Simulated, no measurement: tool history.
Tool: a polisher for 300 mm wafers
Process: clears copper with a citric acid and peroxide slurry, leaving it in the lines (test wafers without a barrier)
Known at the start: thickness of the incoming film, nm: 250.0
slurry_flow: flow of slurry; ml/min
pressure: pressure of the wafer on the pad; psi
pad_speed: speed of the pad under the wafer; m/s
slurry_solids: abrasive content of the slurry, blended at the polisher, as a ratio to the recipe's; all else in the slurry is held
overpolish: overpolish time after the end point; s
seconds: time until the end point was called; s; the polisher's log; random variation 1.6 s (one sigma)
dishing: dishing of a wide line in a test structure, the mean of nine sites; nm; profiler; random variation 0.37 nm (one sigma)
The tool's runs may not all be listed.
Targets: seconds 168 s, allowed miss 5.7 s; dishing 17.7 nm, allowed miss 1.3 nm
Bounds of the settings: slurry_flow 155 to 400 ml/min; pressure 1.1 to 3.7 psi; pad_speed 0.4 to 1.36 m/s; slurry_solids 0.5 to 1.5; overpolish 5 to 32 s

run	hour	slurry_flow	pressure	pad_speed	slurry_solids	overpolish	seconds	dishing
1	0	255	2.4	0.88	1	16	137.68	18.681
2	7.5	255	2.1	0.88	1	16	153.97	16.572
3	11.7	220	2.1	0.88	1	16	158.25	16.307
4	19.1	215	2.1	0.88	1	17	160.19	16.554
5	25.3	210	2.1	0.88	1	18	159.08	17.813
6	34.1	210	2.1	0.96	1	18	146.35	18.739
7	35.7	205	2	0.96	1	18	153.4	18.12
8	42.3	200	1.9	0.96	1	18	160.68	18.043

Which of these 5 next moves meets every target?
A	48.9	205	1.5	0.98	1.2	21	?	?
B	48.9	230	1.6	1.14	0.95	20	?	?
C	48.9	180	2.3	0.78	1	19	?	?
D	48.9	165	1.9	0.98	1.2	14	?	?
E	48.9	220	2	0.8	0.9	25	?	?

move	seconds	dishing
A	187.22	17.656
B	157.82	19.725
C	169.37	17.855
D	158.06	14.299
E	185.2	21.034
A: takes the result that was furthest off past its target
B: further off than the last run
C: meets every target
D: further off than the last run
E: takes the result that was furthest off past its target
Answer: C
